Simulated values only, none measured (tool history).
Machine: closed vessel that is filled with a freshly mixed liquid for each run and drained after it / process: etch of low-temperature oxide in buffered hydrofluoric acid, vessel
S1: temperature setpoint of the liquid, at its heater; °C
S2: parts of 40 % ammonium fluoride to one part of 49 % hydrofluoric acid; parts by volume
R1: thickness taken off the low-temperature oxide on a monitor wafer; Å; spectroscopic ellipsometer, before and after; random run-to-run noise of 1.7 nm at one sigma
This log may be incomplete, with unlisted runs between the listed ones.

{"run": 1, "day": 0.0, "S1": 24, "S2": 19.5, "time in the liquid (s)": 105, "R1": 1539.9}
{"run": 2, "day": 0.3, "S1": 25.5, "S2": 19.5, "time in the liquid (s)": 105, "R1": 1666.1}
{"run": 3, "day": 0.462, "S1": 26.5, "S2": 19.5, "time in the liquid (s)": 105, "R1": 1743.9}
{"run": 4, "day": 0.633, "S1": 27.5, "S2": 19.5, "time in the liquid (s)": 105, "R1": 1836.6}
{"run": 5, "day": 0.867, "S1": 27.5, "S2": 19.5, "time in the liquid (s)": 105, "R1": 1831.9}
{"run": 6, "day": 0.904, "S1": 28, "S2": 19.5, "time in the liquid (s)": 105, "R1": 1901.3}
{"run": 7, "day": 1.029, "S1": 28.5, "S2": 19.5, "time in the liquid (s)": 105, "R1": 1928.8}
{"run": 8, "day": 1.238, "S1": 29, "S2": 19.5, "time in the liquid (s)": 105, "R1": 1994.5}

What will run 9 give?
{"run": 9, "day": 1.579, "S1": 29.5, "S2": 19.5, "time in the liquid (s)": 105, "R1": "?"}

Run 9 produced R1 2039.3 Å.

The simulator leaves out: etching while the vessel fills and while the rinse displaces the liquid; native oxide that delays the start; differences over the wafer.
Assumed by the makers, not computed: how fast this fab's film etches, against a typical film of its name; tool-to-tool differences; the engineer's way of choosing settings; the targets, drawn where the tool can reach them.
